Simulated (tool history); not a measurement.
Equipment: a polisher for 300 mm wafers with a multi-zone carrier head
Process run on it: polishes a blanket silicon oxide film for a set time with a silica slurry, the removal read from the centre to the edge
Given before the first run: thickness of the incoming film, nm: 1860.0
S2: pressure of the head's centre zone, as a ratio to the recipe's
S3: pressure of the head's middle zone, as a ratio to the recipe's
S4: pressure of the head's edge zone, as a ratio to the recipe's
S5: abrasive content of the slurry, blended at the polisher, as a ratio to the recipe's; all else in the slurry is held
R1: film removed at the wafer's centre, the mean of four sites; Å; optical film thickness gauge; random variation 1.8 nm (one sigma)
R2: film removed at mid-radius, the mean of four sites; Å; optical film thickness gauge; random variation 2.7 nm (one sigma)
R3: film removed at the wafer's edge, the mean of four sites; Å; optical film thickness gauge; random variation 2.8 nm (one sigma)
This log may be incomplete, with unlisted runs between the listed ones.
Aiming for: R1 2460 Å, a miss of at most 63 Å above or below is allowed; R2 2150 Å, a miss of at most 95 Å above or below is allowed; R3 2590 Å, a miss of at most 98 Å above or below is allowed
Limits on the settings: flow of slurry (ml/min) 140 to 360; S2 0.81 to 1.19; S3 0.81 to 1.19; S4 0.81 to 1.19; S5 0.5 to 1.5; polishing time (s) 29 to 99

run 1 hour=0 | flow_of_slurry_(ml/min)=230 S2=1 S3=1 S4=1 S5=1 polishing_time_(s)=64 | R1=1747.7 R2=1681.7 R3=1831.9
run 2 hour=5.3 | flow_of_slurry_(ml/min)=235 S2=1.02 S3=0.99 S4=1.05 S5=1.15 polishing_time_(s)=65 | R1=1997.5 R2=1838.8 R3=2035.8
run 3 hour=11.1 | flow_of_slurry_(ml/min)=235 S2=1.01 S3=0.97 S4=1.09 S5=1.25 polishing_time_(s)=66 | R1=2071.2 R2=1967.3 R3=2252.8
run 4 hour=19.9 | flow_of_slurry_(ml/min)=250 S2=1.03 S3=0.96 S4=1.12 S5=1.3 polishing_time_(s)=66 | R1=2204.4 R2=1978.5 R3=2303.2
run 5 hour=26.2 | flow_of_slurry_(ml/min)=250 S2=1.03 S3=0.99 S4=1.12 S5=1.3 polishing_time_(s)=66 | R1=2184.2 R2=2040.1 R3=2326
run 6 hour=34.8 | flow_of_slurry_(ml/min)=250 S2=1.03 S3=0.99 S4=1.12 S5=1.3 polishing_time_(s)=57 | R1=1845.6 R2=1733.1 R3=1975.2
run 7 hour=42.5 | flow_of_slurry_(ml/min)=240 S2=1.04 S3=0.98 S4=1.13 S5=1.35 polishing_time_(s)=60 | R1=2007.7 R2=1833.7 R3=2153.8
run 8 hour=43.4 | flow_of_slurry_(ml/min)=235 S2=1.06 S3=0.99 S4=1.14 S5=1.4 polishing_time_(s)=62 | R1=2161.5 R2=1920.3 R3=2209.1
run 9 hour=49.2 | flow_of_slurry_(ml/min)=260 S2=1.06 S3=0.98 S4=1.16 S5=1.45 polishing_time_(s)=63 | R1=2253.7 R2=1996.4 R3=2379.9
run 10 hour=54.9 | flow_of_slurry_(ml/min)=270 S2=1.07 S3=0.98 S4=1.17 S5=1.45 polishing_time_(s)=64 | R1=2311.6 R2=2060.8 R3=2391.8
run 11 hour=61.7 | flow_of_slurry_(ml/min)=270 S2=1.07 S3=0.97 S4=1.18 S5=1.45 polishing_time_(s)=65 | R1=2332.7 R2=2069.3 R3=2473.3
run 12 hour=64.1 | flow_of_slurry_(ml/min)=275 S2=1.07 S3=0.97 S4=1.18 S5=1.45 polishing_time_(s)=65 | R1=2304.7 R2=2077 R3=2474.6

Pick the move, out of 4, that brings all results within their allowed miss; only one does.
run A hour=66.5 | flow_of_slurry_(ml/min)=290 S2=1.13 S3=0.92 S4=1.12 S5=1.4 polishing_time_(s)=65 | R1=? R2=? R3=?
run B hour=66.5 | flow_of_slurry_(ml/min)=320 S2=0.91 S3=0.9 S4=1.19 S5=1.4 polishing_time_(s)=68 | R1=? R2=? R3=?
run C hour=66.5 | flow_of_slurry_(ml/min)=275 S2=1.09 S3=0.99 S4=1.17 S5=1.25 polishing_time_(s)=68 | R1=? R2=? R3=?
run D hour=66.5 | flow_of_slurry_(ml/min)=300 S2=1.07 S3=0.95 S4=1.18 S5=1.4 polishing_time_(s)=69 | R1=? R2=? R3=?

move=A R1=2454.9 R2=1947.5 R3=2354.5
move=B R1=2155.7 R2=2019.9 R3=2561.4
move=C R1=2352.7 R2=2047.8 R3=2382.9
move=D R1=2495.2 R2=2130.4 R3=2574.3
A: puts the biggest miss on target and leaves a different result outside tolerance
B: lands further from the targets than the last run did
C: an improvement on the last run, though not all results are within tolerance
D: all results land within tolerance of their targets
D meets every target.
